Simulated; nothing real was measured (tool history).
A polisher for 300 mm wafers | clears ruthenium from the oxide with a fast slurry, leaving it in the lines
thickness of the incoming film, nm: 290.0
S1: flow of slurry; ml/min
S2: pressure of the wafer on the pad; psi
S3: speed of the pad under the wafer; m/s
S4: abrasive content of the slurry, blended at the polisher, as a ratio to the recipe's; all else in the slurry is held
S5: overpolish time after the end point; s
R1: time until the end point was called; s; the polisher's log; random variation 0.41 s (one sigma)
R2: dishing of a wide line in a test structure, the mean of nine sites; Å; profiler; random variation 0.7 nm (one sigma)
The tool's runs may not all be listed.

run,day,S1,S2,S3,S4,S5,R1,R2
1,0.000,190,2.4,0.94,1.0,13,88.871,319.99
2,0.067,195,2.6,0.98,1.0,13,78.705,350.63
3,0.371,170,2.6,0.98,1.0,13,80.499,352.81
4,0.721,175,2.8,1.02,1.0,13,73.216,379.53
5,0.804,175,2.4,1.02,1.0,13,83.016,343.25
6,0.975,180,2.6,1.06,1.0,13,74.252,370.45
7,1.029,180,2.8,1.10,1.0,13,66.712,406.50
8,1.321,200,3.4,1.28,1.0,14,49.108,567.88
9,1.383,200,3.5,1.30,1.0,14,47.317,581.13
10,1.521,200,3.5,1.32,1.0,14,46.421,596.18

Run 11 comes next. What will it give?
11,1.679,230,3.7,1.38,1.0,14,?,?

R1: 42.027 s
R2: 641.09 Å
